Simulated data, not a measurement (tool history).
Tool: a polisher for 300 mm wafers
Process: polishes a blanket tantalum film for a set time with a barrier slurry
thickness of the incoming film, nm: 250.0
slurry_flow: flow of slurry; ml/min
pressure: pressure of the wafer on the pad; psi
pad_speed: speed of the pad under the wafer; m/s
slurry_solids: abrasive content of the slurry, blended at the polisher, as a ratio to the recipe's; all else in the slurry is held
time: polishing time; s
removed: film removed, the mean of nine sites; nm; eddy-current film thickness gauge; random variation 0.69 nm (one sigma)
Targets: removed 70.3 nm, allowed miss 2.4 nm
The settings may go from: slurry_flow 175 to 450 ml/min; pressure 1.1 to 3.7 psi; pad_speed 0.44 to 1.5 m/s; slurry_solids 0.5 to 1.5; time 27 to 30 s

run  hour  slurry_flow  pressure  pad_speed  slurry_solids  time  removed
  1     0          290       2.4       0.96              1    30   52.194
  2   3.5          290       2.4       0.84              1    30   46.421
  3  11.2          290       1.8       0.84              1    30    38.54
  4  19.9          290       2.2       0.86              1    30   44.883
  5  25.8          290       2.6       0.86              1    30   50.906
  6  27.2          290       2.6       0.64              1    30   42.599
  7    34          290       2.9       0.68              1    30   47.328
  8    40          295       3.5        0.9              1    30   65.462

Which of these 5 next moves meets every target?
  A    46          305       3.5       0.98            1.1    29        ?
  B    46          205       3.6       0.94           1.15    27        ?
  C    46          325       2.9       1.04            1.1    30        ?
  D    46          295       3.5       0.86            1.2    28        ?
  E    46          430       3.5       1.22            0.8    30        ?

move  removed
   A   71.271
   B   64.124
   C   66.414
   D    64.87
   E   76.021
A: meets every target
B: further off than the last run
C: nearer than the last run, and not there yet
D: further off than the last run
E: takes the result that was furthest off past its target
Answer: A
